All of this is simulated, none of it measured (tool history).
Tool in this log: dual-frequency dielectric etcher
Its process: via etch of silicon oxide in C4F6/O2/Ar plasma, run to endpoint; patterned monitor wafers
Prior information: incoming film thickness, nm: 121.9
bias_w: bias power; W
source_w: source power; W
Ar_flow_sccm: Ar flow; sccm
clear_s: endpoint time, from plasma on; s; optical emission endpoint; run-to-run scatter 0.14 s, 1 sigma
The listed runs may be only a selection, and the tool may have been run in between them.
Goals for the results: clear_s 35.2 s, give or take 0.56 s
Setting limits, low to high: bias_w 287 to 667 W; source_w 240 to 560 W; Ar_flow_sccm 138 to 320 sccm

| run | hour | bias_w | source_w | Ar_flow_sccm | clear_s |
|---|---|---|---|---|---|
| 1 | 0 | 477 | 400 | 229 | 29.005 |
| 2 | 6 | 452 | 390 | 230 | 30.014 |
| 3 | 13.1 | 430 | 390 | 230 | 30.646 |
| 4 | 21.1 | 367 | 390 | 230 | 32.559 |
| 5 | 25.5 | 367 | 390 | 265 | 33.122 |
| 6 | 29.1 | 367 | 430 | 265 | 32.038 |
| 7 | 35.9 | 287 | 380 | 272 | 36.915 |
| 8 | 40.5 | 293 | 380 | 272 | 36.902 |
| 9 | 49.4 | 299 | 380 | 272 | 36.301 |
| 10 | 51.8 | 303 | 380 | 272 | 35.959 |
| 11 | 55.4 | 306 | 380 | 272 | 36.101 |
|  | 57.1 | Ar flow controller replaced |
| 12 | 57.1 | 309 | 380 | 272 | 36.226 |
| 13 | 58.8 | 313 | 380 | 272 | 36.107 |

5 next moves are on the table. One of them brings every result within its allowed miss. Which?
| A | 60.5 | 313 | 340 | 253 | ? |
| B | 60.5 | 301 | 370 | 279 | ? |
| C | 60.5 | 296 | 390 | 278 | ? |
| D | 60.5 | 311 | 370 | 278 | ? |
| E | 60.5 | 366 | 340 | 292 | ? |

| move | clear_s |
|---|---|
| A | 36.857 |
| B | 36.68 |
| C | 36.225 |
| D | 36.184 |
| E | 35.056 |
A: moves away from the targets compared with the last run
B: moves away from the targets compared with the last run
C: moves away from the targets compared with the last run
D: moves away from the targets compared with the last run
E: each result inside its tolerance
E is the move that brings every result within its allowed miss.
